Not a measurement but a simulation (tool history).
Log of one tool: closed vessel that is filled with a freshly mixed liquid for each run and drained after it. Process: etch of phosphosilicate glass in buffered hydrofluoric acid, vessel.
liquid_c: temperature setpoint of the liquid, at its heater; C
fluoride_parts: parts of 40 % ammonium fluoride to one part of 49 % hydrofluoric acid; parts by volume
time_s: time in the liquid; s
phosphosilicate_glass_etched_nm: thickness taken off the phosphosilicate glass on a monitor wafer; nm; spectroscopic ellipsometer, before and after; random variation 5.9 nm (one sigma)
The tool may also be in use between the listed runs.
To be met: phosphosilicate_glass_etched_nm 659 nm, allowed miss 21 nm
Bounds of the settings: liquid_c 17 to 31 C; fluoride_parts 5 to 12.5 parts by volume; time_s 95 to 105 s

| run | day | liquid_c | fluoride_parts | time_s | phosphosilicate_glass_etched_nm |
|---|---|---|---|---|---|
| 1 | 0 | 23 | 7.5 | 95 | 570.31 |
| 2 | 0.158 | 23.5 | 7.5 | 95 | 595.9 |
| 3 | 0.312 | 23.5 | 6 | 95 | 721.36 |
| 4 | 0.4 | 27 | 6 | 95 | 856.96 |
| 5 | 0.629 | 26 | 6 | 95 | 814.78 |
| 6 | 0.938 | 26 | 6 | 105 | 923.71 |
| 7 | 1 | 25 | 6 | 105 | 871.58 |
| 8 | 1.208 | 24 | 6 | 105 | 827.39 |
| 9 | 1.358 | 23.5 | 6 | 105 | 781.69 |
| 10 | 1.629 | 23 | 6 | 105 | 771.65 |

Which of these 4 next moves meets every target?
| A | 1.9 | 25.5 | 5.5 | 105 | ? |
| B | 1.9 | 19 | 5.5 | 105 | ? |
| C | 1.9 | 24 | 6 | 95 | ? |
| D | 1.9 | 23.5 | 6 | 95 | ? |

| move | phosphosilicate_glass_etched_nm |
|---|---|
| A | 968.02 |
| B | 676.94 |
| C | 750.17 |
| D | 730 |
A: further off than the last run
B: meets every target
C: nearer than the last run, and not there yet
D: nearer than the last run, and not there yet
The right move is B.
